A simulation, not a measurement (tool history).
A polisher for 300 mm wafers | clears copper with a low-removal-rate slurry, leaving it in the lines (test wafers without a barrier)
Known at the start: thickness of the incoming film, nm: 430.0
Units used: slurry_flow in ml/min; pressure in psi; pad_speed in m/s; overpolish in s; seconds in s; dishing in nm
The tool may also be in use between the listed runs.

run,hour,slurry_flow,pressure,pad_speed,slurry_solids,overpolish,seconds,dishing
1,0,150,2.9,1.04,1,10,138.78,20.233
2,8.4,150,2.8,1.04,1,11,145.88,20.486
3,9,150,2.7,1.04,1,12,154.05,21.142
4,13.6,150,2.6,1.04,1,12,156.78,21.648
5,20.8,150,2.5,1.04,1,12,157.58,21.183
6,24.4,150,2.4,1.04,1,12,168.82,20.074

The next listed run, before its measurement:
7,31.9,150,2.3,1.04,1,12,?,?

For run 7 the tool returned seconds 174.4 s, dishing 19.697 nm.

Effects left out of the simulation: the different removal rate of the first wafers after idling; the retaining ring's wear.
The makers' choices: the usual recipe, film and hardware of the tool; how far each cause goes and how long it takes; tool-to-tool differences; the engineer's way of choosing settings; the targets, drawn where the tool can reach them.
